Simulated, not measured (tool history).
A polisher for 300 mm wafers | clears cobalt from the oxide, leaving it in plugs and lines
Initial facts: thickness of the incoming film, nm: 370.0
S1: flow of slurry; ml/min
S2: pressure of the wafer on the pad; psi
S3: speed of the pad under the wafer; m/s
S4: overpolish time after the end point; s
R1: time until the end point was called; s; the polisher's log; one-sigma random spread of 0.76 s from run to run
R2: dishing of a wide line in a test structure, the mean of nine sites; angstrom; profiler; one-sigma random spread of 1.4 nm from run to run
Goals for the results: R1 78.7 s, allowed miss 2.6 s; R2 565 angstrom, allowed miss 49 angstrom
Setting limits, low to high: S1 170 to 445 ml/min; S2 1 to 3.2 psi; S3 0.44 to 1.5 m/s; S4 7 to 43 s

run,hour,S1,S2,S3,S4,R1,R2
1,0,285,2.1,0.96,22,55.503,527.66
2,4.3,230,2.1,0.96,22,56.781,546.57
3,6.4,230,2.1,0.96,15,57.079,464.07
4,8.3,230,2,0.96,17,59.025,494.75
5,12.6,230,1.9,0.96,18,60.987,475.76
6,17.5,230,2.1,0.96,18,56.488,524.67
7,25.6,225,2,0.96,20,58.747,514.03
8,27.4,220,1.9,0.96,22,61.561,504.93
# hour 34: head pressure recalibrated
9,34,220,1.8,0.96,24,70.324,518.78
10,37.6,220,1.8,0.96,25,69.492,543.67
11,39.4,215,1.7,0.96,27,72.628,538.83

Next run, 5 choices. One meets every target within its allowed miss, the rest don't. Which?
A,41.2,185,1.8,1,27,?,?
B,41.2,175,1.9,0.82,33,?,?
C,41.2,210,1.9,0.98,26,?,?
D,41.2,220,1.7,1.04,28,?,?
E,41.2,275,2.1,0.72,22,?,?

move,R1,R2
A,66.918,546.4
B,77.966,554.05
C,64.845,545.36
D,66.627,552
E,79.213,483.61
A: its largest miss is bigger than the last run's
B: every result within its allowed miss
C: its largest miss is bigger than the last run's
D: its largest miss is bigger than the last run's
E: the worst result of the last run now meets its target, but another is out of spec
Answer: B
